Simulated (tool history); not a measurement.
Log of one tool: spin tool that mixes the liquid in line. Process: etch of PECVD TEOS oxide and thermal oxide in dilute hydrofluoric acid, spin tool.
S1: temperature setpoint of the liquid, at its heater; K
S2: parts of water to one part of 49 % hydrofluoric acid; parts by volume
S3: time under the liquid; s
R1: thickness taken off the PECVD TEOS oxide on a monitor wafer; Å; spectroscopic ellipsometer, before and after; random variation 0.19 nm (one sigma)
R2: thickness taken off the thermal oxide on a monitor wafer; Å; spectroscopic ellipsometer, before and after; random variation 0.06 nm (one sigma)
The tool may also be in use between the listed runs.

run  hour      S1  S2  S3       R1      R2
  1   0.0  296.15  45  30  102.320  34.876
  2   5.2  296.15  55  30   84.599  28.474
  3   9.2  296.15  55  15   42.427  14.276
  4  12.4  298.15  45  20   75.710  25.470
  5  18.2  298.15  45  15   55.964  19.255
  6  26.2  299.15  40  20   90.156  29.949
  7  27.1  300.15  35  20  105.980  35.793
  8  34.6  301.15  30  20  130.040  43.737

Forecast run 9:
  9  38.7  301.65  30  20   ?   ?

{"run 9": {"R1": 133.43, "R2": 45.2}}

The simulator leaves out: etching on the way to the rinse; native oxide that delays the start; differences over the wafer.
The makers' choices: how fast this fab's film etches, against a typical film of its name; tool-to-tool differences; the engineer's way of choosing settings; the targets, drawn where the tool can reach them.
